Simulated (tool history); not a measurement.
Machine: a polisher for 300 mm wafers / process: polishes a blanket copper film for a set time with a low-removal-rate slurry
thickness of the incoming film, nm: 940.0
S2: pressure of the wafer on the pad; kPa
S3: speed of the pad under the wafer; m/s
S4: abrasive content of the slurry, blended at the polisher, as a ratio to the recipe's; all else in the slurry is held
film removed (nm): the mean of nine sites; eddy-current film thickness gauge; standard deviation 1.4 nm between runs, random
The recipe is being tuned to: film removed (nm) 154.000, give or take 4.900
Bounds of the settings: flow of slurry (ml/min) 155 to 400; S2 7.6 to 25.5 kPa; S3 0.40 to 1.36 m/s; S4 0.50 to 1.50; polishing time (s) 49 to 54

run 1 day=0.000 | flow_of_slurry_(ml/min)=255 S2=16.5 S3=0.88 S4=1.00 polishing_time_(s)=54 | film_removed_(nm)=95.271
run 2 day=0.200 | flow_of_slurry_(ml/min)=255 S2=13.8 S3=0.88 S4=1.00 polishing_time_(s)=54 | film_removed_(nm)=84.639
run 3 day=0.338 | flow_of_slurry_(ml/min)=255 S2=13.8 S3=1.04 S4=1.00 polishing_time_(s)=54 | film_removed_(nm)=97.959
run 4 day=0.475 | flow_of_slurry_(ml/min)=255 S2=13.8 S3=0.90 S4=1.00 polishing_time_(s)=54 | film_removed_(nm)=85.743
run 5 day=0.750 | flow_of_slurry_(ml/min)=255 S2=13.8 S3=1.10 S4=1.00 polishing_time_(s)=54 | film_removed_(nm)=101.910
run 6 day=1.071 | flow_of_slurry_(ml/min)=255 S2=15.2 S3=1.10 S4=1.00 polishing_time_(s)=54 | film_removed_(nm)=110.360
run 7 day=1.429 | flow_of_slurry_(ml/min)=255 S2=15.9 S3=1.10 S4=1.00 polishing_time_(s)=54 | film_removed_(nm)=113.130
run 8 day=1.654 | flow_of_slurry_(ml/min)=255 S2=16.5 S3=1.10 S4=1.00 polishing_time_(s)=54 | film_removed_(nm)=113.500
run 9 day=2.017 | flow_of_slurry_(ml/min)=255 S2=17.9 S3=1.10 S4=1.00 polishing_time_(s)=54 | film_removed_(nm)=120.040
run 10 day=2.283 | flow_of_slurry_(ml/min)=255 S2=18.6 S3=1.10 S4=1.00 polishing_time_(s)=54 | film_removed_(nm)=123.020
run 11 day=2.525 | flow_of_slurry_(ml/min)=255 S2=19.3 S3=1.10 S4=1.00 polishing_time_(s)=54 | film_removed_(nm)=129.020
run 12 day=2.850 | flow_of_slurry_(ml/min)=255 S2=20.0 S3=1.10 S4=1.00 polishing_time_(s)=54 | film_removed_(nm)=129.330
run 13 day=2.967 | flow_of_slurry_(ml/min)=255 S2=20.7 S3=1.10 S4=1.00 polishing_time_(s)=54 | film_removed_(nm)=133.200
run 14 day=3.242 | flow_of_slurry_(ml/min)=255 S2=21.4 S3=1.10 S4=1.00 polishing_time_(s)=54 | film_removed_(nm)=135.970
run 15 day=3.383 | flow_of_slurry_(ml/min)=255 S2=22.1 S3=1.10 S4=1.00 polishing_time_(s)=54 | film_removed_(nm)=138.810
run 16 day=3.554 | flow_of_slurry_(ml/min)=255 S2=22.8 S3=1.10 S4=1.00 polishing_time_(s)=54 | film_removed_(nm)=141.340
run 17 day=3.821 | flow_of_slurry_(ml/min)=255 S2=23.4 S3=1.10 S4=1.00 polishing_time_(s)=54 | film_removed_(nm)=143.970

Which single option among these 5 for the next run brings every result within its allowed miss of target? Just one does.
run A day=4.088 | flow_of_slurry_(ml/min)=225 S2=24.1 S3=1.22 S4=0.95 polishing_time_(s)=50 | film_removed_(nm)=?
run B day=4.088 | flow_of_slurry_(ml/min)=280 S2=24.1 S3=1.24 S4=1.15 polishing_time_(s)=52 | film_removed_(nm)=?
run C day=4.088 | flow_of_slurry_(ml/min)=230 S2=24.8 S3=1.22 S4=0.80 polishing_time_(s)=49 | film_removed_(nm)=?
run D day=4.088 | flow_of_slurry_(ml/min)=270 S2=25.5 S3=1.06 S4=1.20 polishing_time_(s)=53 | film_removed_(nm)=?
run E day=4.088 | flow_of_slurry_(ml/min)=280 S2=23.4 S3=1.16 S4=0.75 polishing_time_(s)=50 | film_removed_(nm)=?

move=A film_removed_(nm)=147.070
move=B film_removed_(nm)=167.350
move=C film_removed_(nm)=140.880
move=D film_removed_(nm)=155.560
move=E film_removed_(nm)=132.990
A: moves toward the targets from the last run without getting all of them in spec
B: takes the result that was furthest off past its target
C: moves away from the targets compared with the last run
D: in spec on every target
E: moves away from the targets compared with the last run
So the answer is move D, the one that meets all the targets.

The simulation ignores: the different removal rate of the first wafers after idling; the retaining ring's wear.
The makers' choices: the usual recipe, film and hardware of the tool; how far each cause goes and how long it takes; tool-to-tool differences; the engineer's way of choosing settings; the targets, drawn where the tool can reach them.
